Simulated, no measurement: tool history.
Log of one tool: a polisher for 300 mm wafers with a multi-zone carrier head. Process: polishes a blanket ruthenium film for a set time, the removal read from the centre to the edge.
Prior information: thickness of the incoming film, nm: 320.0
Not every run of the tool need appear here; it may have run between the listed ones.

run	hour	flow of slurry (ml/min)	pressure of the head's centre zone	pressure of the head's middle zone	pressure of the head's edge zone	polishing time (s)	film removed at the wafer's centre (Å)	film removed at mid-radius (Å)	film removed at the wafer's edge (Å)
1	0.0	240	1.00	1.00	1.00	48	475.92	486.73	500.31
2	8.2	295	1.00	1.00	1.00	48	486.70	503.07	504.74
3	13.3	295	1.00	1.00	1.00	59	598.10	610.20	630.77
4	18.1	295	1.00	1.07	1.00	59	603.64	647.53	630.89
5	26.4	295	0.99	1.05	0.99	57	570.60	618.79	606.71
6	29.9	295	0.99	1.05	0.99	65	657.34	715.24	690.87
7	31.2	295	0.99	1.05	0.99	65	660.72	702.61	683.41
8	40.0	285	0.98	1.03	0.97	62	619.87	660.28	644.24
9	47.1	265	0.88	0.93	0.91	48	425.42	468.67	491.61
10	50.5	265	0.88	0.93	0.90	47	414.71	459.28	475.17
11	57.3	265	0.88	0.93	0.89	46	411.33	446.76	457.67
12	64.8	260	0.87	0.93	0.88	45	392.95	440.12	447.69

Run 13, settings as shown, results not yet in. Your forecast:
13	65.6	255	0.87	0.93	0.87	44	?	?	?

film removed at the wafer's centre (Å): 386.62
film removed at mid-radius (Å): 430.15
film removed at the wafer's edge (Å): 427.71
